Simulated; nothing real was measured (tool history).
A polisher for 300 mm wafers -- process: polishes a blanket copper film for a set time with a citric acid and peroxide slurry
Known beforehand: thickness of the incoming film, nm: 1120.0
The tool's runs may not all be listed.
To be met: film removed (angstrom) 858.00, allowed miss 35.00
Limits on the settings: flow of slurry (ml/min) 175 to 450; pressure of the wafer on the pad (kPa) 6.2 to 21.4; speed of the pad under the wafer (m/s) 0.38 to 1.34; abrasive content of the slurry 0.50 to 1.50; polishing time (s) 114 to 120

run  hour  flow of slurry (ml/min)  pressure of the wafer on the pad (kPa)  speed of the pad under the wafer (m/s)  abrasive content of the slurry  polishing time (s)  film removed (angstrom)
  1   0.0                      290                                    13.8                                    0.86                            1.00                 114                  1321.70
  2   4.9                      290                                    12.4                                    0.86                            1.00                 114                  1188.30
  3  10.4                      290                                    11.7                                    0.86                            1.00                 114                  1165.10
  4  18.8                      360                                    11.7                                    0.86                            1.00                 114                  1169.10
  5  24.7                      360                                     9.7                                    0.86                            1.00                 114                   997.42
  6  31.6                      360                                     9.7                                    0.98                            1.00                 114                  1104.30
  7  36.2                      360                                     9.0                                    0.98                            1.00                 114                  1036.20
  8  40.3                      360                                     8.3                                    0.98                            1.00                 114                   965.56
  9  43.0                      355                                     7.6                                    0.98                            1.00                 114                   908.46

Which single option among these 5 for the next run brings every result within its allowed miss of target? Just one does.
  A  45.7                      320                                     9.0                                    0.96                            1.05                 116                        ?
  B  45.7                      410                                     6.2                                    1.06                            1.05                 116                        ?
  C  45.7                      320                                     9.0                                    0.98                            1.00                 118                        ?
  D  45.7                      350                                     9.0                                    0.88                            0.90                 120                        ?
  E  45.7                      355                                     8.3                                    0.96                            0.95                 120                        ?

move  film removed (angstrom)
   A                  1057.30
   B                   881.63
   C                  1075.10
   D                   996.62
   E                  1009.00
A: further off than the last run
B: every result within its allowed miss
C: further off than the last run
D: further off than the last run
E: further off than the last run
Answer: B
